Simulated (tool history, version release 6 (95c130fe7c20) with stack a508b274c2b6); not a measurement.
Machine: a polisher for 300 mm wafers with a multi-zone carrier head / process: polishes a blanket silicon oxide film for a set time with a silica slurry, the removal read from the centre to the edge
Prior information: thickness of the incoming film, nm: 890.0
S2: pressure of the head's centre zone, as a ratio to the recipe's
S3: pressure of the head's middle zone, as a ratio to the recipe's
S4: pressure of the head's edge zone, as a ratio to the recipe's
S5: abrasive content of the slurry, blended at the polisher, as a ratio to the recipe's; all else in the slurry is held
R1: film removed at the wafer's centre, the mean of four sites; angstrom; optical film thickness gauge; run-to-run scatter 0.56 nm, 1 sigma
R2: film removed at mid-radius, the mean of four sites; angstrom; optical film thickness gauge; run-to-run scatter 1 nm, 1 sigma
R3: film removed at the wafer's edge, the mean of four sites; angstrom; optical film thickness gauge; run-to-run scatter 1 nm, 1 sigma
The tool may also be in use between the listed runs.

Run 1, hour 0: flow of slurry (ml/min) 240, S2 1, S3 1, S4 1, S5 1, polishing time (s) 36. Result: R1 1794.9 angstrom, R2 1793.2 angstrom, R3 1804.8 angstrom.
Run 2, hour 7.2: flow of slurry (ml/min) 240, S2 0.95, S3 1, S4 1, S5 1, polishing time (s) 36. Result: R1 1746.9 angstrom, R2 1816.6 angstrom, R3 1821.8 angstrom.
Run 3, hour 16.1: flow of slurry (ml/min) 235, S2 0.95, S3 1, S4 0.98, S5 0.95, polishing time (s) 34. Result: R1 1580.5 angstrom, R2 1661.1 angstrom, R3 1663.6 angstrom.
Run 4, hour 23.7: flow of slurry (ml/min) 235, S2 1.01, S3 1, S4 0.98, S5 0.95, polishing time (s) 34. Result: R1 1673.7 angstrom, R2 1620.2 angstrom, R3 1615.7 angstrom.
Run 5, hour 24.6: flow of slurry (ml/min) 230, S2 1, S3 1, S4 0.96, S5 0.9, polishing time (s) 32. Result: R1 1503.9 angstrom, R2 1477.4 angstrom, R3 1505.9 angstrom.
Run 6, hour 32.4: flow of slurry (ml/min) 235, S2 1, S3 1.02, S4 0.94, S5 0.85, polishing time (s) 30. Result: R1 1370.9 angstrom, R2 1397 angstrom, R3 1361.1 angstrom.
Run 7, hour 40.3: flow of slurry (ml/min) 245, S2 0.96, S3 0.93, S4 0.84, S5 0.6, polishing time (s) 20. Result: R1 707.63 angstrom, R2 699.79 angstrom, R3 705.49 angstrom.
Run 8, hour 48.6: flow of slurry (ml/min) 245, S2 0.97, S3 0.95, S4 0.86, S5 0.6, polishing time (s) 20. Result: R1 711.67 angstrom, R2 708.82 angstrom, R3 705.68 angstrom.
Run 9, hour 49.3: flow of slurry (ml/min) 245, S2 0.98, S3 0.97, S4 0.89, S5 0.6, polishing time (s) 20. Result: R1 717.29 angstrom, R2 700 angstrom, R3 711.55 angstrom.
Run 10, hour 56.7: flow of slurry (ml/min) 240, S2 0.98, S3 0.99, S4 0.9, S5 0.6, polishing time (s) 20. Result: R1 717.29 angstrom, R2 704.14 angstrom, R3 705.59 angstrom.
Run 11, hour 57.7: flow of slurry (ml/min) 310, S2 1.02, S3 1.09, S4 1, S5 0.85, polishing time (s) 20. Result: R1 955.58 angstrom, R2 984.78 angstrom, R3 960.97 angstrom.
Run 12, hour 62.8: flow of slurry (ml/min) 310, S2 1.01, S3 1.08, S4 0.98, S5 0.85, polishing time (s) 20. Result: R1 958.95 angstrom, R2 1001.9 angstrom, R3 940.88 angstrom.
Run 13, hour 69.2: flow of slurry (ml/min) 310, S2 1, S3 1.07, S4 0.97, S5 0.85, polishing time (s) 20. Result: R1 938.75 angstrom, R2 996.12 angstrom, R3 940 angstrom.
Run 14, hour 77.7: flow of slurry (ml/min) 310, S2 1, S3 1.06, S4 0.96, S5 0.85, polishing time (s) 20. Result: R1 946.18 angstrom, R2 941.88 angstrom, R3 937.3 angstrom.
Run 15, hour 78.9: flow of slurry (ml/min) 305, S2 0.99, S3 1.06, S4 0.95, S5 0.85, polishing time (s) 20. Result: R1 931.14 angstrom, R2 968.89 angstrom, R3 935.82 angstrom.
Run 16, hour 83.8: flow of slurry (ml/min) 305, S2 0.99, S3 1.05, S4 0.94, S5 0.85, polishing time (s) 20. Result: R1 947.19 angstrom, R2 970.99 angstrom, R3 909.33 angstrom.

Run 17 has not been measured yet. What should we expect?
Run 17, hour 89.6: flow of slurry (ml/min) 305, S2 0.98, S3 1.04, S4 0.94, S5 0.85, polishing time (s) 20. Result: R1 ?, R2 ?, R3 ?.

R1: 926.46 angstrom
R2: 946.29 angstrom
R3: 904.75 angstrom
